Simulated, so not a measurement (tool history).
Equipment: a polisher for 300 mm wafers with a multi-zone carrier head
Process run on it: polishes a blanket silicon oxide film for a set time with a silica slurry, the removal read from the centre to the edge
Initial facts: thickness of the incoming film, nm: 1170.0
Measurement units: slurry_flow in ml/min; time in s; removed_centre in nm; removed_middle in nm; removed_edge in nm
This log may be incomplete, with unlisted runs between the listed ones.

run 1 hour=0.0 | slurry_flow=290 centre_zone=1.00 middle_zone=1.00 edge_zone=1.00 slurry_solids=1.00 time=66 | removed_centre=223.78 removed_middle=211.08 removed_edge=231.76
run 2 hour=2.8 | slurry_flow=290 centre_zone=1.00 middle_zone=0.99 edge_zone=0.99 slurry_solids=0.95 time=64 | removed_centre=212.15 removed_middle=205.06 removed_edge=213.36
run 3 hour=11.8 | slurry_flow=290 centre_zone=1.04 middle_zone=0.99 edge_zone=0.99 slurry_solids=0.95 time=64 | removed_centre=215.44 removed_middle=201.23 removed_edge=220.83
run 4 hour=18.9 | slurry_flow=290 centre_zone=1.05 middle_zone=0.97 edge_zone=0.98 slurry_solids=0.90 time=63 | removed_centre=208.44 removed_middle=188.14 removed_edge=203.74
run 5 hour=25.8 | slurry_flow=285 centre_zone=1.04 middle_zone=0.95 edge_zone=0.99 slurry_solids=0.85 time=62 | removed_centre=192.22 removed_middle=172.00 removed_edge=199.73
run 6 hour=30.6 | slurry_flow=290 centre_zone=1.04 middle_zone=0.94 edge_zone=0.97 slurry_solids=0.80 time=62 | removed_centre=187.70 removed_middle=168.47 removed_edge=185.62
run 7 hour=31.7 | slurry_flow=285 centre_zone=1.04 middle_zone=0.92 edge_zone=0.96 slurry_solids=0.75 time=62 | removed_centre=179.69 removed_middle=158.66 removed_edge=182.71
run 8 hour=36.2 | slurry_flow=310 centre_zone=1.10 middle_zone=0.94 edge_zone=0.91 slurry_solids=0.50 time=55 | removed_centre=120.46 removed_middle=101.39 removed_edge=108.74

The next listed run, before its measurement:
run 9 hour=44.4 | slurry_flow=310 centre_zone=1.10 middle_zone=0.94 edge_zone=0.93 slurry_solids=0.50 time=55 | removed_centre=? removed_middle=? removed_edge=?

Run 9 produced removed_centre 117.64 nm, removed_middle 102.11 nm, removed_edge 109.16 nm.
